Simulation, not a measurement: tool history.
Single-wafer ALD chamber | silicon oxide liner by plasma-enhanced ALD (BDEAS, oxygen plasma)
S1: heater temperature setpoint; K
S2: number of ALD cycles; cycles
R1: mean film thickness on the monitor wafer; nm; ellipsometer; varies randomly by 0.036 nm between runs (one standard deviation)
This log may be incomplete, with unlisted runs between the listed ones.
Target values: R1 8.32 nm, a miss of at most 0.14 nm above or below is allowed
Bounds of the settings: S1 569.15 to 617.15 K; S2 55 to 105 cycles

| run | hour | S1 | S2 | R1 |
|---|---|---|---|---|
| 1 | 0 | 593.15 | 80 | 7.2224 |
| 2 | 5.6 | 593.15 | 72 | 6.4376 |
| 3 | 8.6 | 587.15 | 72 | 6.5232 |
| 4 | 17.2 | 597.15 | 72 | 6.3874 |
| 5 | 21.7 | 597.15 | 64 | 5.74 |
|  | 28.3 | thermocouple changed; heater temperature recalibrated |
| 6 | 28.3 | 589.15 | 64 | 5.7637 |
| 7 | 30.7 | 589.15 | 70 | 6.351 |
| 8 | 35.4 | 587.15 | 74 | 6.6883 |
| 9 | 39.8 | 586.15 | 78 | 7.0088 |
| 10 | 43.5 | 586.15 | 81 | 7.3781 |
| 11 | 49.3 | 585.15 | 83 | 7.5387 |
| 12 | 50.5 | 585.15 | 85 | 7.6926 |
| 13 | 51.7 | 585.15 | 87 | 7.8859 |
| 14 | 57.2 | 585.15 | 88 | 7.9477 |
| 15 | 64.5 | 585.15 | 88 | 7.9688 |
| 16 | 67 | 585.15 | 89 | 8.0553 |
| 17 | 71.1 | 585.15 | 90 | 8.1281 |

Exactly one of the 4 candidate moves below puts every result within its allowed miss. Which one?
| A | 75.2 | 594.15 | 93 | ? |
| B | 75.2 | 586.15 | 95 | ? |
| C | 75.2 | 596.15 | 97 | ? |
| D | 75.2 | 592.15 | 89 | ? |

| move | R1 |
|---|---|
| A | 8.3835 |
| B | 8.6506 |
| C | 8.722 |
| D | 8.0433 |
A: meets every target
B: takes the biggest miss from the last run beyond its target
C: takes the biggest miss from the last run beyond its target
D: moves away from the targets compared with the last run
Answer: A
